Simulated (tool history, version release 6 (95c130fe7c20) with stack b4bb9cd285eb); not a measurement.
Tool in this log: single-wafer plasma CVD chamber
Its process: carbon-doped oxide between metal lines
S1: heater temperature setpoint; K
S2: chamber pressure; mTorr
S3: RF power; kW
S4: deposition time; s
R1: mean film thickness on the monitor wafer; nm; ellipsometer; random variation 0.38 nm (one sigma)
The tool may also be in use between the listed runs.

{"run": 1, "hour": 0.0, "S1": 633.15, "S2": 4540, "S3": 0.39, "S4": 23, "R1": 97.337}
{"run": 2, "hour": 3.5, "S1": 634.15, "S2": 4370, "S3": 0.36, "S4": 22.8, "R1": 89.762}
{"run": 3, "hour": 9.3, "S1": 634.15, "S2": 4370, "S3": 0.36, "S4": 23, "R1": 91.247}
{"run": 4, "hour": 12.7, "S1": 634.15, "S2": 4680, "S3": 0.36, "S4": 23, "R1": 91}
{"run": 5, "hour": 15.7, "S1": 635.15, "S2": 4650, "S3": 0.34, "S4": 22.9, "R1": 85.842}
{"run": 6, "hour": 24.0, "S1": 637.15, "S2": 4630, "S3": 0.33, "S4": 22.8, "R1": 83.234}
{"run": 7, "hour": 32.6, "S1": 639.15, "S2": 4590, "S3": 0.325, "S4": 22.8, "R1": 82.126}
{"run": 8, "hour": 37.4, "S1": 640.15, "S2": 4300, "S3": 0.3, "S4": 22.7, "R1": 75.219}

Run 9 has not been measured yet. What should we expect?
{"run": 9, "hour": 40.4, "S1": 639.15, "S2": 4380, "S3": 0.3, "S4": 22.7, "R1": "?"}

R1: 75.571 nm
